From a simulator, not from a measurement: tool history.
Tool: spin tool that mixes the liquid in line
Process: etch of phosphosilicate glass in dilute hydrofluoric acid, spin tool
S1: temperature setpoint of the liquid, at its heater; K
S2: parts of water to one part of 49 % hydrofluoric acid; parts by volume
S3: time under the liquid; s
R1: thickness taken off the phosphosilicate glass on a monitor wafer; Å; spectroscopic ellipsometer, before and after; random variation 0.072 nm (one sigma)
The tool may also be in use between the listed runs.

run	hour	S1	S2	S3	R1
1	0	294.15	225	15	93.327
2	1.3	294.15	265	15	76.235
3	2.4	294.15	265	15	76.517
4	4	295.65	265	15	80.574
5	9.7	298.65	265	15	88.772
# hour 17.5: thermometer replaced
6	17.5	298.65	265	15	95.468
7	20.3	299.65	245	15	109.52
8	29	302.15	160	15	202.08

Run 9 comes next. What will it give?
9	32.7	301.65	160	15	?

{"run 9": {"R1": 199.4}}
